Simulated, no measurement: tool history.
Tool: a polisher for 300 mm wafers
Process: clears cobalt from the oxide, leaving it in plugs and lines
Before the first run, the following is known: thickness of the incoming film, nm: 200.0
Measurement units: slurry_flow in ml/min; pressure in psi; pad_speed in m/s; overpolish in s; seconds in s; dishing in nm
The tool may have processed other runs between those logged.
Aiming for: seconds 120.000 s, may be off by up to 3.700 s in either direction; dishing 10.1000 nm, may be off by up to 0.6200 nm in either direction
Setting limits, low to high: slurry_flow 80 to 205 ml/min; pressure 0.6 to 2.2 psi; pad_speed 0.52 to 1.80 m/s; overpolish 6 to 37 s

| run | day | slurry_flow | pressure | pad_speed | overpolish | seconds | dishing |
|---|---|---|---|---|---|---|---|
| 1 | 0.000 | 135 | 1.4 | 1.16 | 19 | 46.603 | 40.4780 |
| 2 | 0.179 | 125 | 1.4 | 1.16 | 19 | 47.044 | 41.3080 |
| 3 | 0.296 | 125 | 1.4 | 0.90 | 19 | 60.431 | 34.9150 |
| 4 | 0.412 | 100 | 1.4 | 0.90 | 19 | 64.106 | 33.3260 |
| 5 | 0.504 | 95 | 1.3 | 0.82 | 16 | 75.032 | 26.2040 |
| 6 | 0.629 | 95 | 1.1 | 0.82 | 16 | 86.644 | 23.4180 |
| 7 | 0.971 | 90 | 1.0 | 0.82 | 14 | 96.155 | 20.0730 |
| 8 | 1.025 | 90 | 0.9 | 0.84 | 12 | 101.530 | 16.2820 |
| 9 | 1.071 | 90 | 0.8 | 0.86 | 11 | 110.110 | 14.7160 |
| 10 | 1.358 | 80 | 0.6 | 0.98 | 6 | 123.800 | 7.2587 |
| 11 | 1.704 | 90 | 0.6 | 0.96 | 6 | 120.910 | 7.3552 |
| 12 | 1.917 | 90 | 0.6 | 0.94 | 7 | 125.660 | 8.4646 |
| 13 | 2.292 | 95 | 0.6 | 0.94 | 7 | 123.020 | 8.5194 |
| 14 | 2.512 | 100 | 0.6 | 0.94 | 14 | 120.170 | 15.8370 |
| 15 | 2.754 | 100 | 0.6 | 0.92 | 7 | 122.400 | 8.6977 |
|  | 3.067 | worn pad replaced by a new one |
| 16 | 3.067 | 105 | 0.6 | 0.92 | 7 | 115.300 | 9.1288 |
| 17 | 3.279 | 105 | 0.6 | 0.90 | 7 | 116.500 | 9.1712 |
| 18 | 3.362 | 105 | 0.6 | 0.88 | 7 | 120.250 | 8.9700 |

Consider the 4 candidate settings below. Which is the only one whose results all fall within their allowed miss of target?
| A | 3.446 | 80 | 0.7 | 0.84 | 8 | ? | ? |
| B | 3.446 | 85 | 0.7 | 0.78 | 7 | ? | ? |
| C | 3.446 | 95 | 0.6 | 0.84 | 7 | ? | ? |
| D | 3.446 | 115 | 0.7 | 0.68 | 8 | ? | ? |

| move | seconds | dishing |
|---|---|---|
| A | 120.220 | 10.0690 |
| B | 126.250 | 8.5141 |
| C | 127.220 | 8.4552 |
| D | 131.560 | 9.2776 |
A: all results land within tolerance of their targets
B: misses by more than the last run did
C: misses by more than the last run did
D: misses by more than the last run did
The move that meets every target is A.

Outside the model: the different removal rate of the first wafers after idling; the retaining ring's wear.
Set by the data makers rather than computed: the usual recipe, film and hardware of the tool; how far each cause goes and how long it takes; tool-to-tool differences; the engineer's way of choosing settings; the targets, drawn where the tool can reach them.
